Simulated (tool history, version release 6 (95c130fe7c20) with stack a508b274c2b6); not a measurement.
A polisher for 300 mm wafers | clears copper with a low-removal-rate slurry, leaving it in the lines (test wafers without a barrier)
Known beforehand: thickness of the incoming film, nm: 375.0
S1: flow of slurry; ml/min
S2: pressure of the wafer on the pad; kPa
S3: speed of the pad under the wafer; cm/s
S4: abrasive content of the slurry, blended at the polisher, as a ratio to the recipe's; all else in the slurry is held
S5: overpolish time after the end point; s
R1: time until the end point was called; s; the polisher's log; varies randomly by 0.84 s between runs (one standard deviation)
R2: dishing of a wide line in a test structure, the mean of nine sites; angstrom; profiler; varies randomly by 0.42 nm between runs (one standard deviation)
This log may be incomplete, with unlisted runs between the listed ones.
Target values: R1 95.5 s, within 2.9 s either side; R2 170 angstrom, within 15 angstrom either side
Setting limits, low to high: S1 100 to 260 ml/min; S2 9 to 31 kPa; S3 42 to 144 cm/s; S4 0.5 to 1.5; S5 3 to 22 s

{"run": 1, "day": 0.0, "S1": 165, "S2": 20, "S3": 92, "S4": 1, "S5": 11, "R1": 124.26, "R2": 176.53}
{"run": 2, "day": 0.221, "S1": 125, "S2": 20, "S3": 92, "S4": 1, "S5": 11, "R1": 129.55, "R2": 172.76}
{"run": 3, "day": 0.55, "S1": 125, "S2": 20, "S3": 92, "S4": 1.1, "S5": 11, "R1": 125.9, "R2": 170.63}
{"run": 4, "day": 0.617, "S1": 140, "S2": 21.4, "S3": 92, "S4": 1.1, "S5": 10, "R1": 114.66, "R2": 174.68}
{"run": 5, "day": 0.954, "S1": 120, "S2": 21.4, "S3": 92, "S4": 1.1, "S5": 10, "R1": 121.56, "R2": 163.29}
{"run": 6, "day": 1.121, "S1": 120, "S2": 21.4, "S3": 80, "S4": 1.1, "S5": 10, "R1": 138.67, "R2": 146.7}
{"run": 7, "day": 1.417, "S1": 150, "S2": 22.8, "S3": 80, "S4": 1.1, "S5": 9, "R1": 120.41, "R2": 152.15}
{"run": 8, "day": 1.542, "S1": 175, "S2": 23.4, "S3": 80, "S4": 1.1, "S5": 9, "R1": 115.22, "R2": 156.78}
{"run": 9, "day": 1.721, "S1": 190, "S2": 24.1, "S3": 80, "S4": 1.1, "S5": 9, "R1": 111.01, "R2": 159.73}

Which one of the following 4 next-run settings gets every result inside its allowed miss? There is exactly one.
{"run": "A", "day": 1.9, "S1": 205, "S2": 22.8, "S3": 72, "S4": 1.2, "S5": 10, "R1": "?", "R2": "?"}
{"run": "B", "day": 1.9, "S1": 195, "S2": 20.7, "S3": 68, "S4": 1.15, "S5": 12, "R1": "?", "R2": "?"}
{"run": "C", "day": 1.9, "S1": 185, "S2": 22.1, "S3": 82, "S4": 1.15, "S5": 10, "R1": "?", "R2": "?"}
{"run": "D", "day": 1.9, "S1": 185, "S2": 24.1, "S3": 94, "S4": 1.1, "S5": 8, "R1": "?", "R2": "?"}

move=A R1=127.15 R2=160
move=B R1=150.34 R2=161.42
move=C R1=118.82 R2=169.01
move=D R1=96.711 R2=167.15
A: further off than the last run
B: further off than the last run
C: further off than the last run
D: all results in spec
The move that meets every target is D.

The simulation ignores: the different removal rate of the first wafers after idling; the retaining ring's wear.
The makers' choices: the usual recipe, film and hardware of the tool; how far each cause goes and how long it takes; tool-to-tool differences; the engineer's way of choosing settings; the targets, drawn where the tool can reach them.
